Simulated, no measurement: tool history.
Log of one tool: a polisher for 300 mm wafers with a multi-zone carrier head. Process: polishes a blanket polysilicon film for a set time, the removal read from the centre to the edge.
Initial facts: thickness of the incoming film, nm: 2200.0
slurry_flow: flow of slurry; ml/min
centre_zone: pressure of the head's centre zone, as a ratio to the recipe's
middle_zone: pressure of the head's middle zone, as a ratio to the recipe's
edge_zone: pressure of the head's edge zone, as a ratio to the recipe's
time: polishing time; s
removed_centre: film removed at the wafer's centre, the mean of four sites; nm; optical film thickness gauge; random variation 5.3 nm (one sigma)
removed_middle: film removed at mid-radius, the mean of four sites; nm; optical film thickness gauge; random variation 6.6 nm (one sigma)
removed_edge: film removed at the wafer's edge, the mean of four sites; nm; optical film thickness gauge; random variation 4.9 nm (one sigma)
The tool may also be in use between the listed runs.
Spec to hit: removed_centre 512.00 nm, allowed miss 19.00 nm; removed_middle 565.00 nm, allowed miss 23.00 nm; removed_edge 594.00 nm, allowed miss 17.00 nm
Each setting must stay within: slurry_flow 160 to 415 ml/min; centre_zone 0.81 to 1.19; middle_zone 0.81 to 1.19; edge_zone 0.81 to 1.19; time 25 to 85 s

| run | day | slurry_flow | centre_zone | middle_zone | edge_zone | time | removed_centre | removed_middle | removed_edge |
|---|---|---|---|---|---|---|---|---|---|
| 1 | 0.000 | 265 | 1.00 | 1.00 | 1.00 | 55 | 421.72 | 413.77 | 422.78 |
| 2 | 0.321 | 265 | 0.99 | 1.01 | 1.02 | 56 | 428.61 | 428.38 | 436.76 |
| 3 | 0.638 | 265 | 0.99 | 0.96 | 1.02 | 56 | 418.26 | 401.52 | 435.02 |
| 4 | 0.829 | 265 | 0.98 | 0.97 | 1.03 | 57 | 430.03 | 427.53 | 445.16 |
| 5 | 1.038 | 265 | 0.98 | 0.97 | 1.11 | 57 | 427.57 | 415.57 | 460.47 |
| 6 | 1.229 | 265 | 1.03 | 0.97 | 1.11 | 57 | 452.70 | 419.35 | 465.40 |
| 7 | 1.454 | 265 | 1.02 | 0.98 | 1.12 | 58 | 448.90 | 434.68 | 472.93 |
| 8 | 1.583 | 265 | 1.01 | 0.98 | 1.13 | 59 | 453.57 | 433.35 | 478.73 |
| 9 | 1.854 | 265 | 1.00 | 0.99 | 1.14 | 60 | 455.90 | 458.03 | 487.79 |
| 10 | 1.933 | 290 | 0.94 | 0.99 | 1.19 | 71 | 524.85 | 532.03 | 597.74 |

Below are 5 possible settings for the next run. Only one of them brings all results inside the allowed miss of their targets. Which is it?
| A | 2.012 | 285 | 0.91 | 0.87 | 1.17 | 74 | ? | ? | ? |
| B | 2.012 | 245 | 1.02 | 0.93 | 1.14 | 73 | ? | ? | ? |
| C | 2.012 | 370 | 0.92 | 0.87 | 1.19 | 69 | ? | ? | ? |
| D | 2.012 | 275 | 0.90 | 0.92 | 1.19 | 70 | ? | ? | ? |
| E | 2.012 | 230 | 0.94 | 1.06 | 1.19 | 72 | ? | ? | ? |

| move | removed_centre | removed_middle | removed_edge |
|---|---|---|---|
| A | 522.96 | 513.92 | 614.13 |
| B | 557.94 | 528.09 | 590.93 |
| C | 503.53 | 489.37 | 587.12 |
| D | 488.73 | 507.57 | 584.30 |
| E | 511.44 | 578.10 | 592.14 |
A: misses by more than the last run did
B: misses by more than the last run did
C: misses by more than the last run did
D: misses by more than the last run did
E: every result within its allowed miss
Go with E: it meets all targets.
